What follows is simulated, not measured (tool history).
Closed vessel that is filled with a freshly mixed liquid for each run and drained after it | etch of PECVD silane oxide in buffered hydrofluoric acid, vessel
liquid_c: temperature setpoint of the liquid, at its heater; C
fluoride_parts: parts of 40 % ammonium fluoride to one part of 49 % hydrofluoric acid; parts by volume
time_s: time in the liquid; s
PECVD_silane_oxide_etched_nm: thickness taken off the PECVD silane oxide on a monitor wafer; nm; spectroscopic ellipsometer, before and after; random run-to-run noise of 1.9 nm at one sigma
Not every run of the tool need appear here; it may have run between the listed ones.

run 1 hour=0 | liquid_c=22 fluoride_parts=17 time_s=100 | PECVD_silane_oxide_etched_nm=150.14
run 2 hour=7.5 | liquid_c=22 fluoride_parts=17 time_s=105 | PECVD_silane_oxide_etched_nm=157.17
run 3 hour=13.9 | liquid_c=22 fluoride_parts=21 time_s=105 | PECVD_silane_oxide_etched_nm=125.95
run 4 hour=19.4 | liquid_c=24 fluoride_parts=20 time_s=105 | PECVD_silane_oxide_etched_nm=146.5
run 5 hour=23.2 | liquid_c=24 fluoride_parts=20 time_s=100 | PECVD_silane_oxide_etched_nm=139.21
run 6 hour=26.3 | liquid_c=25.5 fluoride_parts=20 time_s=100 | PECVD_silane_oxide_etched_nm=153.52
run 7 hour=27.5 | liquid_c=26.5 fluoride_parts=19.5 time_s=100 | PECVD_silane_oxide_etched_nm=165.8

What will run 8 give?
run 8 hour=31.8 | liquid_c=30 fluoride_parts=16 time_s=100 | PECVD_silane_oxide_etched_nm=?

PECVD_silane_oxide_etched_nm: 242.85 nm
